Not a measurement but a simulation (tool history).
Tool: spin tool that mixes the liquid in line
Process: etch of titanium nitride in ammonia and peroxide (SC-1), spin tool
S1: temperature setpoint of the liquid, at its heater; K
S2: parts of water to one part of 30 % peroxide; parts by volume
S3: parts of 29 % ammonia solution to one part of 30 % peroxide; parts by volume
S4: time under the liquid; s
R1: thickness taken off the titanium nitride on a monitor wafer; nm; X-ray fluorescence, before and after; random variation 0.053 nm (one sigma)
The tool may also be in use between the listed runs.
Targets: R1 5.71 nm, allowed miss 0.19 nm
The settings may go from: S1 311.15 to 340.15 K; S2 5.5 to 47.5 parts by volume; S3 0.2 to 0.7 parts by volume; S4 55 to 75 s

run  hour      S1    S2   S3  S4      R1
  1     0  324.15  26.5  0.4  75   3.387
  2   5.2  326.15  26.5  0.4  75  3.8434
  3    11  326.15  26.5  0.3  75  3.6272
  4  17.2  326.15    33  0.3  75  3.1596
  5  18.5  328.15    33  0.3  75  3.6765
     21.8  -- heated supply line repaired
  6  21.8  322.15    33  0.3  75  2.7627
  7  24.6  325.65  32.5  0.3  75  3.5241
  8  28.6  327.65  32.5  0.3  75  4.0122
  9  33.7  328.65  32.5  0.3  75  4.4145
 10  39.8  329.15  32.5  0.3  75   4.517
 11  41.9  329.65  32.5  0.3  75  4.6483
 12  44.4  330.15  32.5  0.3  75  4.8109
 13  46.1  330.65  32.5  0.3  75  5.0058
 14    49  331.15  32.5  0.3  75  5.2005
 15  50.4  331.65  32.5  0.3  75  5.3888
 16  57.9  331.65  32.5  0.3  75  5.3924
 17  63.4  332.15  32.5  0.3  75  5.5389

Which of these 4 next moves meets every target?
  A  68.9  333.65  31.5  0.25  65   ?
  B  68.9  336.15    40  0.35  60   ?
  C  68.9  335.15  38.5  0.45  60   ?
  D  68.9  334.15  28.5  0.25  65   ?

move      R1
   A   5.223
   B   5.273
   C  5.3066
   D  5.7164
A: further off than the last run
B: further off than the last run
C: further off than the last run
D: meets every target
Move D is the one to make.

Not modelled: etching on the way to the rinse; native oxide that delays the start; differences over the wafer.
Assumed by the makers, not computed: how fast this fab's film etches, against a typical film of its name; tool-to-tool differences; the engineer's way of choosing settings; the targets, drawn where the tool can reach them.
